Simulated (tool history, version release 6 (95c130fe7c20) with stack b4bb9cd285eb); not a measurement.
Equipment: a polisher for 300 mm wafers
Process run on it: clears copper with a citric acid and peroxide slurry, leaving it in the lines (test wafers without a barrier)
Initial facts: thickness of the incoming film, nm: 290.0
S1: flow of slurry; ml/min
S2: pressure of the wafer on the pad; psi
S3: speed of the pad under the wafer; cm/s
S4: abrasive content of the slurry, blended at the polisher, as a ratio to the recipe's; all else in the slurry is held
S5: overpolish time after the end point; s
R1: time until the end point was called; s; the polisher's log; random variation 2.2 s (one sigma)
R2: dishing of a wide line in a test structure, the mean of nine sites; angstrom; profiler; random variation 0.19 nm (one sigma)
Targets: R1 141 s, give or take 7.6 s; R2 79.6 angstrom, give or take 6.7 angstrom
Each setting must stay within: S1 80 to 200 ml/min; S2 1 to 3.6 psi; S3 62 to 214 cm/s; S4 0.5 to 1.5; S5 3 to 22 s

Run 1, hour 0: S1 130 ml/min, S2 2.3 psi, S3 138 cm/s, S4 1, S5 11 s. Result: R1 110.03 s, R2 160.71 angstrom.
Run 2, hour 6.6: S1 130 ml/min, S2 2.2 psi, S3 138 cm/s, S4 1, S5 9 s. Result: R1 114.01 s, R2 141.07 angstrom.
Run 3, hour 15.1: S1 130 ml/min, S2 2.2 psi, S3 138 cm/s, S4 1, S5 12 s. Result: R1 114.22 s, R2 165.5 angstrom.
Run 4, hour 19.8: S1 130 ml/min, S2 2.6 psi, S3 138 cm/s, S4 1, S5 12 s. Result: R1 95.606 s, R2 183.79 angstrom.
At hour 21.7: slurry nozzle cleaned.
Run 5, hour 21.7: S1 130 ml/min, S2 2.6 psi, S3 138 cm/s, S4 0.9, S5 12 s. Result: R1 91.975 s, R2 183.26 angstrom.
Run 6, hour 22.7: S1 130 ml/min, S2 2.6 psi, S3 138 cm/s, S4 0.9, S5 15 s. Result: R1 94.646 s, R2 232.19 angstrom.
Run 7, hour 29.2: S1 130 ml/min, S2 2.4 psi, S3 136 cm/s, S4 0.9, S5 13 s. Result: R1 105.18 s, R2 190.84 angstrom.
Run 8, hour 34.5: S1 130 ml/min, S2 2.3 psi, S3 134 cm/s, S4 0.95, S5 11 s. Result: R1 106.74 s, R2 165.77 angstrom.
Run 9, hour 35.8: S1 130 ml/min, S2 2.3 psi, S3 134 cm/s, S4 0.95, S5 11 s. Result: R1 109.24 s, R2 164.08 angstrom.
Run 10, hour 44.1: S1 125 ml/min, S2 2.2 psi, S3 134 cm/s, S4 1.05, S5 9 s. Result: R1 111.96 s, R2 135.89 angstrom.
Run 11, hour 53: S1 125 ml/min, S2 2.1 psi, S3 132 cm/s, S4 1.05, S5 8 s. Result: R1 116.73 s, R2 118.72 angstrom.
Run 12, hour 60.1: S1 125 ml/min, S2 2 psi, S3 130 cm/s, S4 1.05, S5 7 s. Result: R1 123.64 s, R2 107.71 angstrom.
Run 13, hour 61: S1 125 ml/min, S2 1.9 psi, S3 128 cm/s, S4 1.05, S5 6 s. Result: R1 130.47 s, R2 83.067 angstrom.

Which single option among these 5 for the next run brings every result within its allowed miss of target? Just one does.
Run A, hour 61.9: S1 130 ml/min, S2 1.8 psi, S3 146 cm/s, S4 1.15, S5 5 s. Result: R1 ?, R2 ?.
Run B, hour 61.9: S1 105 ml/min, S2 2.8 psi, S3 92 cm/s, S4 1.3, S5 5 s. Result: R1 ?, R2 ?.
Run C, hour 61.9: S1 95 ml/min, S2 1.7 psi, S3 130 cm/s, S4 0.95, S5 7 s. Result: R1 ?, R2 ?.
Run D, hour 61.9: S1 155 ml/min, S2 1.9 psi, S3 114 cm/s, S4 1.2, S5 6 s. Result: R1 ?, R2 ?.
Run E, hour 61.9: S1 115 ml/min, S2 1.8 psi, S3 114 cm/s, S4 1.05, S5 7 s. Result: R1 ?, R2 ?.

move      R1      R2
   A  119.98  81.333
   B  123.37  79.791
   C  159.05  85.273
   D  138.69  84.156
   E  159.63  85.106
A: lands further from the targets than the last run did
B: lands further from the targets than the last run did
C: takes the result that was furthest off past its target
D: every result lands within tolerance
E: takes the result that was furthest off past its target
Answer: D
